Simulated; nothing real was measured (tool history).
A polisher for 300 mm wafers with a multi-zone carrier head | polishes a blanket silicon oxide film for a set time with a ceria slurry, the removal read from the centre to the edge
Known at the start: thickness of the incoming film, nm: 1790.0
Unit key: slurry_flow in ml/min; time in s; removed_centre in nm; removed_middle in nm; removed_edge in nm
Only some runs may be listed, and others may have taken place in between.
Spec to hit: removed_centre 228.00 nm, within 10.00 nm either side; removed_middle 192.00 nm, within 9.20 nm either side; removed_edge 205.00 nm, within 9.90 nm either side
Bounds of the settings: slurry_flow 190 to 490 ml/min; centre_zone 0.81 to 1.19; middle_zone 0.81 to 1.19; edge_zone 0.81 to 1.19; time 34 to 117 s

run,hour,slurry_flow,centre_zone,middle_zone,edge_zone,time,removed_centre,removed_middle,removed_edge
1,0.0,315,1.00,1.00,1.00,75,255.68,252.86,254.21
2,2.8,315,1.02,0.96,0.97,71,240.74,234.09,240.11
3,4.1,315,1.07,0.96,0.97,71,258.99,234.67,237.86
4,11.1,315,1.07,1.00,0.97,71,262.44,238.13,237.01
5,13.3,365,1.07,1.00,0.97,71,266.00,251.29,240.43
6,17.2,365,1.07,0.92,0.97,71,264.81,229.69,240.19
7,21.3,365,1.07,0.90,0.95,68,248.23,211.37,229.26
8,25.2,365,1.07,0.90,0.92,66,243.20,202.61,220.75
9,29.8,365,1.07,0.91,0.90,65,244.50,205.91,207.87
10,31.3,355,1.06,0.90,0.90,65,239.81,211.41,214.64

5 next moves are on the table. One of them brings every result within its allowed miss. Which?
A,32.8,345,0.92,0.97,0.83,66,?,?,?
B,32.8,390,1.08,0.99,0.86,64,?,?,?
C,32.8,410,1.09,0.92,0.98,59,?,?,?
D,32.8,235,1.12,0.93,0.81,61,?,?,?
E,32.8,360,0.97,0.89,0.84,70,?,?,?

move,removed_centre,removed_middle,removed_edge
A,205.01,223.98,203.55
B,236.39,223.07,202.08
C,220.78,194.08,198.69
D,219.86,191.00,180.10
E,230.18,221.87,217.89
A: misses by more than the last run did
B: misses by more than the last run did
C: all results land within tolerance of their targets
D: meets the target for the result that was furthest off, but another lies outside its allowed miss
E: misses by more than the last run did
So the answer is move C, the one that meets all the targets.
